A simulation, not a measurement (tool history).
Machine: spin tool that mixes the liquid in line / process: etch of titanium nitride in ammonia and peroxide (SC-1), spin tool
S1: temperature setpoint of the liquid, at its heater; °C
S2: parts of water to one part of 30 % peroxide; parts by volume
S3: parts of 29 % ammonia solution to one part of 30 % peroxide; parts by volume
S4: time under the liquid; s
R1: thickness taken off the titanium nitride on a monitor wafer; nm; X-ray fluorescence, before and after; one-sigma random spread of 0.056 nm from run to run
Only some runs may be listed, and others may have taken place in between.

run,hour,S1,S2,S3,S4,R1
1,0.0,53.0,13.5,0.75,35,3.0012
2,2.2,53.0,13.5,0.75,25,2.1612
3,10.7,53.0,13.5,1.00,25,2.2722
4,11.2,57.5,13.5,1.00,25,3.0949
5,18.9,60.5,13.5,1.00,25,3.7593
6,23.7,60.5,13.5,1.10,25,3.8126
7,28.5,62.5,13.5,1.10,25,4.4256

Estimate the outcome of run 8 from the log above:
8,37.5,64.0,13.5,1.10,25,?

{"run 8": {"R1": 4.917}}
